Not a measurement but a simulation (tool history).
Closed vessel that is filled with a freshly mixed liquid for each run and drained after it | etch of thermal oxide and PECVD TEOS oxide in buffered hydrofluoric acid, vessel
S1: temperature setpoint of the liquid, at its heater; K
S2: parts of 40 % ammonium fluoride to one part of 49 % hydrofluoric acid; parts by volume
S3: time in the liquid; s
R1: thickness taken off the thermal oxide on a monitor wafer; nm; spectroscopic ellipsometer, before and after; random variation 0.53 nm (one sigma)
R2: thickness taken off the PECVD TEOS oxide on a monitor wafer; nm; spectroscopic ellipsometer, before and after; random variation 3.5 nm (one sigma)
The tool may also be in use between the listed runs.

run	hour	S1	S2	S3	R1	R2
1	0.0	297.15	12.0	60	61.530	143.19
2	4.3	297.15	12.0	75	76.735	173.33
3	12.2	297.15	12.0	65	66.369	152.10
4	14.0	297.15	9.0	65	85.096	193.86
5	17.0	297.15	9.0	80	104.970	240.25
6	20.0	297.15	12.0	80	81.862	187.24
7	26.1	299.15	11.5	80	95.630	215.65

Forecast run 8:
8	30.2	303.15	9.0	80	?	?

R1: 144.400 nm
R2: 330.83 nm
